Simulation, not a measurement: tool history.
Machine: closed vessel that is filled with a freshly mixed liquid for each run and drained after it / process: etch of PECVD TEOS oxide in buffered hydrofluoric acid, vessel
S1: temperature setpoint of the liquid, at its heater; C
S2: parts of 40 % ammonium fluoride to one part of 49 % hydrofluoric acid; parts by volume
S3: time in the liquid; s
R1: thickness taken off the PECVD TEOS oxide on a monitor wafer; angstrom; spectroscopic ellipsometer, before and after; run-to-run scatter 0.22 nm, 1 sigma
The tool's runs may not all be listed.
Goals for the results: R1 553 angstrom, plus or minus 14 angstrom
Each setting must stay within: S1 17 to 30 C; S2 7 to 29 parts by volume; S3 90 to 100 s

| run | hour | S1 | S2 | S3 | R1 |
|---|---|---|---|---|---|
| 1 | 0 | 22 | 18 | 90 | 734.5 |
| 2 | 4.3 | 21.5 | 18 | 90 | 715.69 |
| 3 | 7.4 | 21 | 18 | 90 | 691.8 |
| 4 | 12.9 | 21 | 18 | 100 | 774.84 |
| 5 | 18.7 | 20.5 | 18 | 100 | 748.05 |
| 6 | 20.4 | 20 | 18 | 100 | 726.19 |
| 7 | 26.4 | 19.5 | 18 | 100 | 707.49 |
| 8 | 29.5 | 19 | 18 | 100 | 683.23 |
| 9 | 31.8 | 18.5 | 18 | 100 | 664.21 |

Which one of the following 4 next-run settings gets every result inside its allowed miss? There is exactly one.
| A | 34.1 | 18 | 19 | 95 | ? |
| B | 34.1 | 17 | 13.5 | 90 | ? |
| C | 34.1 | 17.5 | 18.5 | 100 | ? |
| D | 34.1 | 19 | 20.5 | 90 | ? |

| move | R1 |
|---|---|
| A | 584.92 |
| B | 732.8 |
| C | 614.28 |
| D | 548.26 |
A: nearer the targets than the last run, but a result is still out of spec
B: misses by more than the last run did
C: nearer the targets than the last run, but a result is still out of spec
D: in spec on every target
Go with D: it meets all targets.

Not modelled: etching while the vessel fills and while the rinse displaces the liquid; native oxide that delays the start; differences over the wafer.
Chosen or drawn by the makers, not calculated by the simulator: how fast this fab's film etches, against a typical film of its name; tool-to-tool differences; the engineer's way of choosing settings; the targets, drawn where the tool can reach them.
